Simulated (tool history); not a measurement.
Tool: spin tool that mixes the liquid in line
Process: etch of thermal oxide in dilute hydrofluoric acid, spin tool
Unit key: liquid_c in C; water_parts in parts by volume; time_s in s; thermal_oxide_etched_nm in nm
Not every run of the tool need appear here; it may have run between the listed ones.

run 1 hour=0.0 | liquid_c=25.0 water_parts=80 time_s=40 | thermal_oxide_etched_nm=2.2994
run 2 hour=4.5 | liquid_c=25.0 water_parts=105 time_s=40 | thermal_oxide_etched_nm=1.6992
run 3 hour=12.7 | liquid_c=23.0 water_parts=105 time_s=40 | thermal_oxide_etched_nm=1.5822
run 4 hour=13.4 | liquid_c=23.0 water_parts=90 time_s=40 | thermal_oxide_etched_nm=1.8933
run 5 hour=20.3 | liquid_c=21.5 water_parts=95 time_s=40 | thermal_oxide_etched_nm=1.6685
run 6 hour=21.7 | liquid_c=21.5 water_parts=75 time_s=40 | thermal_oxide_etched_nm=2.1476
run 7 hour=28.8 | liquid_c=20.5 water_parts=85 time_s=40 | thermal_oxide_etched_nm=1.7853
run 8 hour=33.6 | liquid_c=19.5 water_parts=90 time_s=40 | thermal_oxide_etched_nm=1.6219

Run 9 has not been measured yet. What should we expect?
run 9 hour=37.4 | liquid_c=19.0 water_parts=95 time_s=40 | thermal_oxide_etched_nm=?

Run 9 produced thermal_oxide_etched_nm 1.4914 nm.

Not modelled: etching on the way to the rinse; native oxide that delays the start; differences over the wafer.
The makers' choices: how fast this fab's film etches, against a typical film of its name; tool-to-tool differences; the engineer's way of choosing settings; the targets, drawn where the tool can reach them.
